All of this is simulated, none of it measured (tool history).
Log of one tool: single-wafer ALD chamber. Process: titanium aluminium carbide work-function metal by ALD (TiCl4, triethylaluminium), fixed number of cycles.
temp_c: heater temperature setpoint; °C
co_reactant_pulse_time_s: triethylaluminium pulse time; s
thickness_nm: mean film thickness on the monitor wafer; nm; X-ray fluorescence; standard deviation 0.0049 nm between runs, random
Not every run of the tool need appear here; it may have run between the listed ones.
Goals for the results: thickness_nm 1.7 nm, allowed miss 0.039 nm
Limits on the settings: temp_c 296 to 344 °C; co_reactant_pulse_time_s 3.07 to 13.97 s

Run 1, hour 0: temp_c 320 °C, co_reactant_pulse_time_s 8.52 s. Result: thickness_nm 2.0085 nm.
Run 2, hour 7.6: temp_c 324 °C, co_reactant_pulse_time_s 8.52 s. Result: thickness_nm 2.0371 nm.
Run 3, hour 11.7: temp_c 317 °C, co_reactant_pulse_time_s 7.04 s. Result: thickness_nm 1.9107 nm.
Run 4, hour 18.9: temp_c 322 °C, co_reactant_pulse_time_s 7.04 s. Result: thickness_nm 1.9483 nm.
Run 5, hour 21.6: temp_c 317 °C, co_reactant_pulse_time_s 6.15 s. Result: thickness_nm 1.8374 nm.
Run 6, hour 28.6: temp_c 314 °C, co_reactant_pulse_time_s 5.89 s. Result: thickness_nm 1.7966 nm.
Run 7, hour 34.7: temp_c 304 °C, co_reactant_pulse_time_s 4.92 s. Result: thickness_nm 1.6139 nm.
Run 8, hour 40.7: temp_c 306 °C, co_reactant_pulse_time_s 5.01 s. Result: thickness_nm 1.6473 nm.
Run 9, hour 47.7: temp_c 307 °C, co_reactant_pulse_time_s 5.07 s. Result: thickness_nm 1.6547 nm.
Run 10, hour 50.2: temp_c 312 °C, co_reactant_pulse_time_s 5.71 s. Result: thickness_nm 1.7643 nm.
Run 11, hour 58: temp_c 311 °C, co_reactant_pulse_time_s 5.64 s. Result: thickness_nm 1.754 nm.
Run 12, hour 65.4: temp_c 311 °C, co_reactant_pulse_time_s 5.64 s. Result: thickness_nm 1.751 nm.
Run 13, hour 71.7: temp_c 306 °C, co_reactant_pulse_time_s 4.96 s. Result: thickness_nm 1.6362 nm.

4 next moves are on the table. One of them brings every result within its allowed miss. Which?
Run A, hour 78: temp_c 301 °C, co_reactant_pulse_time_s 5.06 s. Result: thickness_nm ?.
Run B, hour 78: temp_c 301 °C, co_reactant_pulse_time_s 5.12 s. Result: thickness_nm ?.
Run C, hour 78: temp_c 325 °C, co_reactant_pulse_time_s 4.42 s. Result: thickness_nm ?.
Run D, hour 78: temp_c 301 °C, co_reactant_pulse_time_s 4.54 s. Result: thickness_nm ?.

move  thickness_nm
   A        1.6218
   B         1.629
   C        1.6932
   D        1.5522
A: further off than the last run
B: further off than the last run
C: all results in spec
D: further off than the last run
Correct choice: C, which meets every target

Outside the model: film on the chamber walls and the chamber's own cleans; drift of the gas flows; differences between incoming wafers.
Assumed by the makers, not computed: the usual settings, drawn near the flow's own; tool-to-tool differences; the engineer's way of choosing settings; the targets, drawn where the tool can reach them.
